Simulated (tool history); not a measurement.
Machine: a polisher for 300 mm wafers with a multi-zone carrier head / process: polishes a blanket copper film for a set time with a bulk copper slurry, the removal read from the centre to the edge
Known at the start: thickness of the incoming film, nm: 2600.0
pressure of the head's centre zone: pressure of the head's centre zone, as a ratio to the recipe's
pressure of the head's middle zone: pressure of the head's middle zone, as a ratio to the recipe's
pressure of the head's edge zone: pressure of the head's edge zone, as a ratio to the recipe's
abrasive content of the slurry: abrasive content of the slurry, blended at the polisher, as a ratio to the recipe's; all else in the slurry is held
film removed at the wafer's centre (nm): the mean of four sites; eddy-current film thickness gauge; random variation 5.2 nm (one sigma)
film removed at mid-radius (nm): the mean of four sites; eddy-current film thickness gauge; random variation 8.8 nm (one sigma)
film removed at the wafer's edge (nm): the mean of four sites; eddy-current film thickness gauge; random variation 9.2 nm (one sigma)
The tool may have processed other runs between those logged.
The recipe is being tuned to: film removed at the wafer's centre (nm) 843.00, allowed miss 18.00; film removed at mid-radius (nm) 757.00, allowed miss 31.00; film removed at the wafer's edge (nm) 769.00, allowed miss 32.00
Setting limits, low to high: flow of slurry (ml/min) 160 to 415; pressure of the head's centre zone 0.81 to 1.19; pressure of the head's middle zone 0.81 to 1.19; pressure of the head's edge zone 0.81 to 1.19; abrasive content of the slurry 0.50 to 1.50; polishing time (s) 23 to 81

run	hour	flow of slurry (ml/min)	pressure of the head's centre zone	pressure of the head's middle zone	pressure of the head's edge zone	abrasive content of the slurry	polishing time (s)	film removed at the wafer's centre (nm)	film removed at mid-radius (nm)	film removed at the wafer's edge (nm)
1	0.0	265	1.00	1.00	1.00	1.00	52	597.74	598.00	595.78
2	7.9	265	1.00	1.00	1.00	1.00	45	518.32	521.81	528.71
3	16.8	295	1.00	1.00	1.00	1.00	45	524.94	505.77	517.14
4	20.2	295	1.00	1.00	1.00	1.00	40	459.09	463.74	465.07
5	20.9	295	1.06	1.00	1.00	1.00	40	490.16	459.12	461.85
6	21.5	295	1.06	1.00	1.00	1.00	35	430.85	394.89	406.19
7	29.7	290	1.07	1.01	1.02	1.10	39	495.62	468.73	469.81
8	31.4	340	1.17	0.98	1.12	1.35	51	750.77	623.65	675.63
9	37.2	345	1.17	1.00	1.13	1.40	51	752.00	644.72	674.21
10	44.3	345	1.17	1.01	1.14	1.40	52	771.38	656.56	697.92
11	49.8	350	1.17	1.02	1.15	1.40	53	783.25	689.28	703.63
12	55.2	350	1.17	1.02	1.15	1.40	53	774.03	694.38	715.29
13	58.7	355	1.17	1.02	1.15	1.40	53	790.52	685.59	728.55
14	61.2	360	1.17	1.03	1.15	1.40	53	785.73	687.07	704.57
15	62.8	355	1.17	1.03	1.15	1.40	53	784.87	680.71	711.97
16	65.1	355	1.17	1.04	1.15	1.40	53	792.70	695.59	730.58
17	72.8	360	1.17	1.06	1.14	1.40	53	795.76	717.29	706.39
18	76.7	360	1.17	1.06	1.15	1.40	53	779.71	723.81	711.08

Exercise: of the 5 proposed moves below, exactly one satisfies all targets within the stated allowed misses. Which move is it?
A	80.6	380	0.99	1.11	1.19	1.30	57	?	?	?
B	80.6	355	1.07	1.09	1.19	1.40	53	?	?	?
C	80.6	320	1.00	1.06	1.19	1.45	54	?	?	?
D	80.6	355	1.17	1.04	1.15	1.50	56	?	?	?
E	80.6	380	1.18	1.08	1.16	1.40	49	?	?	?

move	film removed at the wafer's centre (nm)	film removed at mid-radius (nm)	film removed at the wafer's edge (nm)
A	713.37	793.65	761.51
B	721.39	735.09	717.76
C	688.65	730.98	732.56
D	842.34	758.24	760.73
E	735.51	677.65	659.55
A: moves away from the targets compared with the last run
B: moves away from the targets compared with the last run
C: moves away from the targets compared with the last run
D: all results land within tolerance of their targets
E: moves away from the targets compared with the last run
The right move is D.
